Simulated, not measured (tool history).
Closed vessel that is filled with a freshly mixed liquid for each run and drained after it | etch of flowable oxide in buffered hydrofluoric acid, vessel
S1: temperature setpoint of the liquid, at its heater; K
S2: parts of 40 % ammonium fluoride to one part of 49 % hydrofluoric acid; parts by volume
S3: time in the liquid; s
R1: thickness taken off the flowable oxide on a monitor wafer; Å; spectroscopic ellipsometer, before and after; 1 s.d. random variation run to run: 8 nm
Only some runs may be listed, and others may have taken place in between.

| run | hour | S1 | S2 | S3 | R1 |
|---|---|---|---|---|---|
| 1 | 0.0 | 296.15 | 8 | 95 | 5959.8 |
| 2 | 2.2 | 296.15 | 8 | 95 | 5955.7 |
| 3 | 9.6 | 298.15 | 8 | 95 | 6746.6 |
| 4 | 12.6 | 299.15 | 8 | 95 | 7137.3 |
| 5 | 14.2 | 300.15 | 8 | 95 | 7427.4 |
| 6 | 21.8 | 301.15 | 8 | 95 | 7836.0 |
| 7 | 29.7 | 301.65 | 8 | 95 | 8136.3 |
| 8 | 32.7 | 302.15 | 8 | 95 | 8289.1 |
| 9 | 41.7 | 302.65 | 8 | 95 | 8452.3 |
|  | 45.2 | hydrofluoric acid flow meter replaced |
| 10 | 45.2 | 303.15 | 8 | 95 | 9850.7 |

For run 11, what comes out?
| 11 | 50.3 | 302.65 | 8 | 95 | ? |

R1: 9434.8 Å
